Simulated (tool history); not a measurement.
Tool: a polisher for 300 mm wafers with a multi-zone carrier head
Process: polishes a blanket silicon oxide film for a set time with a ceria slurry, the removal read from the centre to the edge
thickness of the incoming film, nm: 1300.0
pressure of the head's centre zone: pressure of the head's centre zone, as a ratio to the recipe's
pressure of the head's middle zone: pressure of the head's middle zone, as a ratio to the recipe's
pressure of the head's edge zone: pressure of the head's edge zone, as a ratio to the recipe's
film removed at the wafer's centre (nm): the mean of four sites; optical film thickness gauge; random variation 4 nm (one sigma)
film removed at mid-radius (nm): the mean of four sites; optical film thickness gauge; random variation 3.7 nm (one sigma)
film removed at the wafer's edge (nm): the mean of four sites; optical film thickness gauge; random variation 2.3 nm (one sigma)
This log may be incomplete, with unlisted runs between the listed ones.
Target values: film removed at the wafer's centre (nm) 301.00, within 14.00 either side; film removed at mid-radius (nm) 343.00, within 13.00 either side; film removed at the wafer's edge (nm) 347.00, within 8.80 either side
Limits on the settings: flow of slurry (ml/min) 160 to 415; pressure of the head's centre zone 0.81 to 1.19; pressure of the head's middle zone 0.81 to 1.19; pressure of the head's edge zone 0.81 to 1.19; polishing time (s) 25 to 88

run	hour	flow of slurry (ml/min)	pressure of the head's centre zone	pressure of the head's middle zone	pressure of the head's edge zone	polishing time (s)	film removed at the wafer's centre (nm)	film removed at mid-radius (nm)	film removed at the wafer's edge (nm)
1	0.0	265	1.00	1.00	1.00	56	263.68	273.50	280.77
2	1.8	265	1.00	1.00	1.00	65	312.08	314.82	323.71
3	2.6	265	1.00	1.00	1.00	70	336.22	351.87	350.81
4	8.5	265	1.05	1.00	1.00	70	353.43	341.88	347.53
5	16.0	230	1.05	1.00	1.00	70	344.55	342.74	346.69
6	23.1	225	1.03	1.00	1.00	70	343.86	338.15	344.84
7	23.8	225	1.00	1.00	1.00	70	325.25	343.73	343.21
8	27.4	220	0.99	1.00	1.01	70	324.11	336.64	345.47
9	33.6	220	0.98	1.01	1.01	70	324.93	343.32	341.77
10	35.8	220	0.96	1.01	1.02	70	313.95	339.78	348.83

4 candidate next runs follow, results not yet known. Just one meets every target within its allowed miss. Identify it.
A	38.0	165	0.86	1.07	1.05	73	?	?	?
B	38.0	165	0.94	1.05	1.05	70	?	?	?
C	38.0	225	1.03	0.98	0.99	69	?	?	?
D	38.0	160	0.98	0.98	1.03	68	?	?	?

move	film removed at the wafer's centre (nm)	film removed at mid-radius (nm)	film removed at the wafer's edge (nm)
A	283.63	362.09	362.00
B	297.45	341.53	347.22
C	333.95	328.53	341.48
D	299.95	311.74	333.52
A: moves the result that the last run missed by most past its target, out the other side
B: each result inside its tolerance
C: moves away from the targets compared with the last run
D: the furthest-off result lands on target, but another misses its tolerance
B meets every target.
